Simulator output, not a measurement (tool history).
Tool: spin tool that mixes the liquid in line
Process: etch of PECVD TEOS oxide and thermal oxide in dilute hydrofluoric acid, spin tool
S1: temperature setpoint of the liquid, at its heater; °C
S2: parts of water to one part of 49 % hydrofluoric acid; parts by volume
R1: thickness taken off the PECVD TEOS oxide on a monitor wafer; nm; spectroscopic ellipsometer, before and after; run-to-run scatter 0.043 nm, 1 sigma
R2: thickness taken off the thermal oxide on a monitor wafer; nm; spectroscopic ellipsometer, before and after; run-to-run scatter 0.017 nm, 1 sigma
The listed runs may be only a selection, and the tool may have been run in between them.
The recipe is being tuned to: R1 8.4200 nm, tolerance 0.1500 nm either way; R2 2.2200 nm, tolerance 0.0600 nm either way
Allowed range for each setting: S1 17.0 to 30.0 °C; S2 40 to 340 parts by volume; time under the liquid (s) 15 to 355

{"run": 1, "hour": 0.0, "S1": 22.0, "S2": 190, "time under the liquid (s)": 180, "R1": 12.225, "R2": 3.1978}
{"run": 2, "hour": 1.9, "S1": 22.0, "S2": 190, "time under the liquid (s)": 115, "R1": 7.7488, "R2": 2.0282}
{"run": 3, "hour": 4.8, "S1": 22.0, "S2": 190, "time under the liquid (s)": 175, "R1": 11.765, "R2": 3.1054}
{"run": 4, "hour": 13.1, "S1": 21.5, "S2": 195, "time under the liquid (s)": 175, "R1": 11.309, "R2": 2.9291}
{"run": 5, "hour": 21.5, "S1": 19.5, "S2": 195, "time under the liquid (s)": 175, "R1": 10.376, "R2": 2.7441}
{"run": 6, "hour": 26.3, "S1": 19.0, "S2": 200, "time under the liquid (s)": 175, "R1": 9.8896, "R2": 2.627}
{"run": 7, "hour": 33.7, "S1": 19.0, "S2": 205, "time under the liquid (s)": 175, "R1": 9.5921, "R2": 2.5444}
{"run": 8, "hour": 36.9, "S1": 18.0, "S2": 210, "time under the liquid (s)": 175, "R1": 8.9567, "R2": 2.3699}

4 next moves are on the table. One of them brings every result within its allowed miss. Which?
{"run": "A", "hour": 40.1, "S1": 20.0, "S2": 285, "time under the liquid (s)": 220, "R1": "?", "R2": "?"}
{"run": "B", "hour": 40.1, "S1": 17.0, "S2": 250, "time under the liquid (s)": 220, "R1": "?", "R2": "?"}
{"run": "C", "hour": 40.1, "S1": 18.0, "S2": 195, "time under the liquid (s)": 175, "R1": "?", "R2": "?"}
{"run": "D", "hour": 40.1, "S1": 30.0, "S2": 340, "time under the liquid (s)": 225, "R1": "?", "R2": "?"}

move=A R1=8.3229 R2=2.2253
move=B R1=8.7376 R2=2.3362
move=C R1=9.7403 R2=2.6043
move=D R1=9.5032 R2=2.5409
A: every result lands within tolerance
B: better than the last run, though not everything is in spec
C: misses by more than the last run did
D: misses by more than the last run did
Correct choice: A, which meets every target
